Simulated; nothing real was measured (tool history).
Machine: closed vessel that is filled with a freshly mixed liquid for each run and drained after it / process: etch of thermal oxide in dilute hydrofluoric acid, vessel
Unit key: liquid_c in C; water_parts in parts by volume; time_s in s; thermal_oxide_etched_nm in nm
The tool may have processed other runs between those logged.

Run 1, hour 0.0: liquid_c 23.0 C, water_parts 150 parts by volume, time_s 545 s. Result: thermal_oxide_etched_nm 16.221 nm.
Run 2, hour 3.0: liquid_c 24.5 C, water_parts 140 parts by volume, time_s 545 s. Result: thermal_oxide_etched_nm 18.679 nm.
Run 3, hour 5.8: liquid_c 25.5 C, water_parts 135 parts by volume, time_s 545 s. Result: thermal_oxide_etched_nm 20.205 nm.
Run 4, hour 10.9: liquid_c 25.5 C, water_parts 85 parts by volume, time_s 545 s. Result: thermal_oxide_etched_nm 34.294 nm.
Run 5, hour 20.1: liquid_c 25.5 C, water_parts 120 parts by volume, time_s 545 s. Result: thermal_oxide_etched_nm 23.254 nm.
Run 6, hour 28.1: liquid_c 26.5 C, water_parts 115 parts by volume, time_s 545 s. Result: thermal_oxide_etched_nm 25.479 nm.
Run 7, hour 31.0: liquid_c 27.5 C, water_parts 115 parts by volume, time_s 545 s. Result: thermal_oxide_etched_nm 26.252 nm.

Expected results for the next run?
Run 8, hour 36.8: liquid_c 28.0 C, water_parts 115 parts by volume, time_s 545 s. Result: thermal_oxide_etched_nm ?.

{"run 8": {"thermal_oxide_etched_nm": 26.926}}
